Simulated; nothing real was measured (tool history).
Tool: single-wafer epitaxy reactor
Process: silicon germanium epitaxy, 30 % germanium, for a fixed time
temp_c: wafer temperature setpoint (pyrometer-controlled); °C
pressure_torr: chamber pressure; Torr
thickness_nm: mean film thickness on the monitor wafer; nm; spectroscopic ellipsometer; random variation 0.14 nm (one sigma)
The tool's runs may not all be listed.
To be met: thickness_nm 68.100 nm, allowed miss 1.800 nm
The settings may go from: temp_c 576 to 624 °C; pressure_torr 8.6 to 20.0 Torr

Run 1, hour 0.0: temp_c 600 °C, pressure_torr 14.3 Torr. Result: thickness_nm 47.341 nm.
Run 2, hour 8.9: temp_c 592 °C, pressure_torr 14.3 Torr. Result: thickness_nm 40.809 nm.
Run 3, hour 12.4: temp_c 596 °C, pressure_torr 14.4 Torr. Result: thickness_nm 44.126 nm.
Run 4, hour 14.3: temp_c 599 °C, pressure_torr 14.5 Torr. Result: thickness_nm 46.759 nm.
Run 5, hour 22.6: temp_c 599 °C, pressure_torr 13.5 Torr. Result: thickness_nm 45.618 nm.
Run 6, hour 24.3: temp_c 602 °C, pressure_torr 13.6 Torr. Result: thickness_nm 48.454 nm.
Run 7, hour 26.5: temp_c 605 °C, pressure_torr 13.7 Torr. Result: thickness_nm 51.056 nm.
Run 8, hour 34.8: temp_c 607 °C, pressure_torr 13.8 Torr. Result: thickness_nm 53.430 nm.
Run 9, hour 37.4: temp_c 609 °C, pressure_torr 13.8 Torr. Result: thickness_nm 55.065 nm.
Run 10, hour 41.1: temp_c 611 °C, pressure_torr 13.8 Torr. Result: thickness_nm 57.380 nm.
Run 11, hour 44.5: temp_c 612 °C, pressure_torr 13.8 Torr. Result: thickness_nm 58.240 nm.
Run 12, hour 48.8: temp_c 613 °C, pressure_torr 13.8 Torr. Result: thickness_nm 59.402 nm.
Run 13, hour 56.3: temp_c 614 °C, pressure_torr 13.8 Torr. Result: thickness_nm 60.774 nm.
Run 14, hour 61.2: temp_c 615 °C, pressure_torr 13.8 Torr. Result: thickness_nm 61.451 nm.
Run 15, hour 65.4: temp_c 616 °C, pressure_torr 13.8 Torr. Result: thickness_nm 62.468 nm.
Run 16, hour 67.9: temp_c 617 °C, pressure_torr 13.8 Torr. Result: thickness_nm 63.861 nm.
Run 17, hour 76.4: temp_c 618 °C, pressure_torr 13.8 Torr. Result: thickness_nm 64.985 nm.
Run 18, hour 80.2: temp_c 619 °C, pressure_torr 13.8 Torr. Result: thickness_nm 66.108 nm.

5 next moves are on the table. One of them brings every result within its allowed miss. Which?
Run A, hour 84.0: temp_c 616 °C, pressure_torr 14.5 Torr. Result: thickness_nm ?.
Run B, hour 84.0: temp_c 618 °C, pressure_torr 12.8 Torr. Result: thickness_nm ?.
Run C, hour 84.0: temp_c 618 °C, pressure_torr 13.3 Torr. Result: thickness_nm ?.
Run D, hour 84.0: temp_c 618 °C, pressure_torr 12.7 Torr. Result: thickness_nm ?.
Run E, hour 84.0: temp_c 620 °C, pressure_torr 14.6 Torr. Result: thickness_nm ?.

move  thickness_nm
   A        63.353
   B        63.001
   C        63.797
   D        62.840
   E        68.171
A: further off than the last run
B: further off than the last run
C: further off than the last run
D: further off than the last run
E: meets every target
Answer: E
